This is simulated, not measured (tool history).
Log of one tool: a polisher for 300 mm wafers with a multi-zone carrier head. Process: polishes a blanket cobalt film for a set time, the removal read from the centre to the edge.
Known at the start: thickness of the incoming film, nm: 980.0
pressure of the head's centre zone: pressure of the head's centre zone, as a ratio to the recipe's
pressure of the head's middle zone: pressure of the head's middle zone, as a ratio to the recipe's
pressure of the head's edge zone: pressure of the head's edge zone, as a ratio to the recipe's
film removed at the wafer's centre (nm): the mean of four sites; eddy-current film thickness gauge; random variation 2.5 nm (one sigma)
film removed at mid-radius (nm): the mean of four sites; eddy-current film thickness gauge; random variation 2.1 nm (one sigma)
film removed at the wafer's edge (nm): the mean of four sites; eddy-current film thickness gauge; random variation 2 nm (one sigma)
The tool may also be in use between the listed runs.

run    day  flow of slurry (ml/min)  pressure of the head's centre zone  pressure of the head's middle zone  pressure of the head's edge zone  polishing time (s)  film removed at the wafer's centre (nm)  film removed at mid-radius (nm)  film removed at the wafer's edge (nm)
  1      0                      170                                   1                                   1                                 1                  72                                   242.34                            244.1                                 247.07
  2  0.029                      155                                   1                                   1                                 1                  72                                   237.24                           233.55                                 246.31
  3  0.108                      155                                   1                                   1                              1.07                  72                                   234.22                           240.21                                 250.94
  4  0.321                      155                                   1                                0.93                              1.07                  72                                   235.77                           221.53                                 257.78
  5  0.542                      160                                1.03                                0.97                              1.02                  66                                   228.49                           213.03                                 229.19
  6  0.812                      160                                1.07                                0.97                              1.02                  66                                   232.67                           212.02                                  226.3
  7  0.888                      160                                1.09                                   1                              0.99                  63                                   227.78                           212.08                                 216.17

Run 8 comes next. What will it give?
  8  1.154                      160                                1.11                                1.02                              0.95                  60                                        ?                                ?                                      ?

film removed at the wafer's centre (nm): 218.13
film removed at mid-radius (nm): 201.22
film removed at the wafer's edge (nm): 200.37
